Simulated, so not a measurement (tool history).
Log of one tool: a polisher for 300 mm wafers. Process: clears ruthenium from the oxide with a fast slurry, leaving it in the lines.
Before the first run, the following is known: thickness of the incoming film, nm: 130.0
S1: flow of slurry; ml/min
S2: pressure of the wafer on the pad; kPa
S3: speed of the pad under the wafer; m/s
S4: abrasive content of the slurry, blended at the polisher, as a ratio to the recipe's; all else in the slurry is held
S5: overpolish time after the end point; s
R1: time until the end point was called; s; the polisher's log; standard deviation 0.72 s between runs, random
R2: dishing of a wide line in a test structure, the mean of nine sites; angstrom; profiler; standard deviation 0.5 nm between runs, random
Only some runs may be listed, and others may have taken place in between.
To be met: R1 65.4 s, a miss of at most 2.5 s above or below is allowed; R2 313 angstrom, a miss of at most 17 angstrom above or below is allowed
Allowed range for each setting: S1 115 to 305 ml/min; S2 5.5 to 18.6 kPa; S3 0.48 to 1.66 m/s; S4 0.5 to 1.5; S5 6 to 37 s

| run | hour | S1 | S2 | S3 | S4 | S5 | R1 | R2 |
|---|---|---|---|---|---|---|---|---|
| 1 | 0 | 195 | 11.7 | 1.06 | 1 | 19 | 60.586 | 397.79 |
| 2 | 4.9 | 195 | 11.7 | 1.06 | 1 | 18 | 60.522 | 374.97 |
| 3 | 5.8 | 195 | 9 | 1.06 | 1 | 18 | 78.14 | 298.38 |
| 4 | 12 | 195 | 6.9 | 1.06 | 1 | 18 | 99.509 | 228.7 |
| 5 | 18.1 | 200 | 7.6 | 1.06 | 1 | 18 | 91.691 | 252.45 |
| 6 | 23.9 | 200 | 7.6 | 1.06 | 1 | 11 | 91.925 | 159.86 |
| 7 | 30.5 | 200 | 8.3 | 1.06 | 1 | 12 | 83.593 | 186.84 |
| 8 | 31 | 200 | 9 | 1.06 | 1 | 13 | 78.01 | 221.95 |
| 9 | 35.5 | 205 | 9 | 1.06 | 1 | 13 | 77.283 | 216.83 |
| 10 | 38.3 | 210 | 9 | 1.06 | 1 | 14 | 78.898 | 234.21 |
| 11 | 39.2 | 220 | 9 | 1.06 | 1 | 14 | 77.077 | 243.21 |
| 12 | 45.1 | 230 | 9 | 1.06 | 1 | 14 | 76.779 | 233.7 |
| 13 | 54.1 | 235 | 9.7 | 1.06 | 1 | 15 | 71.603 | 265.72 |

Next run, 5 choices. One meets every target within its allowed miss, the rest don't. Which?
| A | 63.1 | 230 | 10.3 | 0.98 | 0.85 | 17 | ? | ? |
| B | 63.1 | 225 | 9 | 1.18 | 0.9 | 20 | ? | ? |
| C | 63.1 | 230 | 9.7 | 0.88 | 1.05 | 20 | ? | ? |
| D | 63.1 | 180 | 11.7 | 1.02 | 0.95 | 16 | ? | ? |
| E | 63.1 | 220 | 12.4 | 0.74 | 1.1 | 14 | ? | ? |

| move | R1 | R2 |
|---|---|---|
| A | 76.375 | 283.54 |
| B | 71.752 | 350.71 |
| C | 83.448 | 304.16 |
| D | 64.27 | 315.29 |
| E | 76.345 | 235.62 |
A: its largest miss is bigger than the last run's
B: the result that was furthest off in the last run now lies on the other side of its target
C: brings the last run's worst result on target, with another outside its allowed miss
D: each result inside its tolerance
E: its largest miss is bigger than the last run's
Answer: D

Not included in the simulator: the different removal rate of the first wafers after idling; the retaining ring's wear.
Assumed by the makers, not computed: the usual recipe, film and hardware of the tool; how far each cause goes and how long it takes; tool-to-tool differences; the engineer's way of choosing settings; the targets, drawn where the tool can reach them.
